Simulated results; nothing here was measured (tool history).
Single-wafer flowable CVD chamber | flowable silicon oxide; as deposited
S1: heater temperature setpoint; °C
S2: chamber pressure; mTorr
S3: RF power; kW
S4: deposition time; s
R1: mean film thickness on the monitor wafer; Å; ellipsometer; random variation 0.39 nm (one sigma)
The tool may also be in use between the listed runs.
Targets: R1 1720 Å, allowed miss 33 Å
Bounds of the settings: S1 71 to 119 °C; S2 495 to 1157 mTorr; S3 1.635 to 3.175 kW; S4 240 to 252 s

| run | day | S1 | S2 | S3 | S4 | R1 |
|---|---|---|---|---|---|---|
| 1 | 0 | 95 | 826 | 2.405 | 252 | 1969.4 |
| 2 | 0.342 | 95 | 677 | 2.405 | 252 | 1614.8 |
| 3 | 0.683 | 94 | 677 | 2.405 | 252 | 1677.2 |
| 4 | 0.717 | 84 | 677 | 2.405 | 252 | 2390.5 |
| 5 | 0.871 | 84 | 729 | 2.405 | 252 | 2572.7 |
| 6 | 1.033 | 84 | 671 | 2.405 | 252 | 2361.4 |
| 7 | 1.171 | 87 | 671 | 2.405 | 252 | 2141.2 |
| 8 | 1.479 | 89 | 671 | 2.405 | 252 | 1997.3 |
| 9 | 1.708 | 90 | 671 | 2.405 | 252 | 1943.3 |
| 10 | 1.779 | 91 | 671 | 2.405 | 252 | 1863.7 |
| 11 | 1.967 | 92 | 671 | 2.405 | 252 | 1794.8 |

5 next moves are on the table. One of them brings every result within its allowed miss. Which?
| A | 2.154 | 89 | 535 | 2.485 | 251 | ? |
| B | 2.154 | 94 | 721 | 2.435 | 244 | ? |
| C | 2.154 | 94 | 649 | 2.54 | 252 | ? |
| D | 2.154 | 89 | 632 | 2.305 | 246 | ? |
| E | 2.154 | 92 | 675 | 2.45 | 251 | ? |

| move | R1 |
|---|---|
| A | 1611.4 |
| B | 1728.4 |
| C | 1620.3 |
| D | 1830.1 |
| E | 1801.8 |
A: takes the result that was furthest off past its target
B: meets every target
C: takes the result that was furthest off past its target
D: further off than the last run
E: further off than the last run
Move B is the one to make.
